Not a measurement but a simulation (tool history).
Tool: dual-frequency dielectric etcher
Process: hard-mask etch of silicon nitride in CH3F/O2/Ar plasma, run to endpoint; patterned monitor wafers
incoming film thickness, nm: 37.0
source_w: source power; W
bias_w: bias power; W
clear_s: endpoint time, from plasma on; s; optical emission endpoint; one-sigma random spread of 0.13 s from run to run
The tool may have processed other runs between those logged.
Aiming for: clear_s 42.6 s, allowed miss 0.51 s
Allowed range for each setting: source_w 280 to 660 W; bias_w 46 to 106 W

run 1 hour=0 | source_w=470 bias_w=76 | clear_s=51.965
run 2 hour=4.5 | source_w=470 bias_w=64 | clear_s=54.219
run 3 hour=9 | source_w=430 bias_w=64 | clear_s=56.594
run 4 hour=15.8 | source_w=400 bias_w=64 | clear_s=58.814
run 5 hour=21 | source_w=450 bias_w=66 | clear_s=55.063
run 6 hour=22.1 | source_w=490 bias_w=68 | clear_s=52.39
run 7 hour=25.4 | source_w=530 bias_w=70 | clear_s=50.05
run 8 hour=31.1 | source_w=560 bias_w=72 | clear_s=48.519

Which one of the following 4 next-run settings gets every result inside its allowed miss? There is exactly one.
run A hour=36.8 | source_w=620 bias_w=87 | clear_s=?
run B hour=36.8 | source_w=500 bias_w=70 | clear_s=?
run C hour=36.8 | source_w=660 bias_w=86 | clear_s=?
run D hour=36.8 | source_w=610 bias_w=88 | clear_s=?

move=A clear_s=43.988
move=B clear_s=51.614
move=C clear_s=42.928
move=D clear_s=44.161
A: an improvement on the last run, though not all results are within tolerance
B: its largest miss is bigger than the last run's
C: all results in spec
D: an improvement on the last run, though not all results are within tolerance
Go with C: it meets all targets.

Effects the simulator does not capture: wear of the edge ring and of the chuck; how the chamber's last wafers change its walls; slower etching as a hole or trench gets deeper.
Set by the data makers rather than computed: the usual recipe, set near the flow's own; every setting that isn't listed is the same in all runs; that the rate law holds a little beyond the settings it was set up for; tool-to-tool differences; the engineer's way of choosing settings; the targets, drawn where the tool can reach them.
